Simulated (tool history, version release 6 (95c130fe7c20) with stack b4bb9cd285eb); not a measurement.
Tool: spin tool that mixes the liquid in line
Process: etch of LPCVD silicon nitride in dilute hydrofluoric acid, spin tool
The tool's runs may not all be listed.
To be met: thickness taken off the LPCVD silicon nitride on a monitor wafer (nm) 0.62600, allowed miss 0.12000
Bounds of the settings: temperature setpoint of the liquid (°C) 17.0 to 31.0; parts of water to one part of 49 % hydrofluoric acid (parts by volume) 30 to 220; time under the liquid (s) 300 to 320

run	hour	temperature setpoint of the liquid (°C)	parts of water to one part of 49 % hydrofluoric acid (parts by volume)	time under the liquid (s)	thickness taken off the LPCVD silicon nitride on a monitor wafer (nm)
1	0.0	23.0	125	300	0.97916
2	5.1	23.0	125	320	1.08630
3	6.7	26.0	125	320	1.28700
4	14.2	26.0	95	320	1.85880
5	23.0	29.0	95	320	1.97500
6	28.0	28.5	115	315	1.60030
# hour 35.3: thermometer replaced
7	35.3	28.0	130	310	1.49010
8	36.8	26.5	145	310	1.26900
9	38.4	25.0	155	310	1.17630

Which of these 5 next moves meets every target?
A	40.0	25.0	165	320	?
B	40.0	25.5	170	320	?
C	40.0	19.5	165	300	?
D	40.0	24.0	155	320	?
E	40.0	24.5	155	300	?

move	thickness taken off the LPCVD silicon nitride on a monitor wafer (nm)
A	0.98582
B	0.98776
C	0.64594
D	0.98388
E	0.95250
A: nearer than the last run, and not there yet
B: nearer than the last run, and not there yet
C: meets every target
D: nearer than the last run, and not there yet
E: nearer than the last run, and not there yet
Answer: C
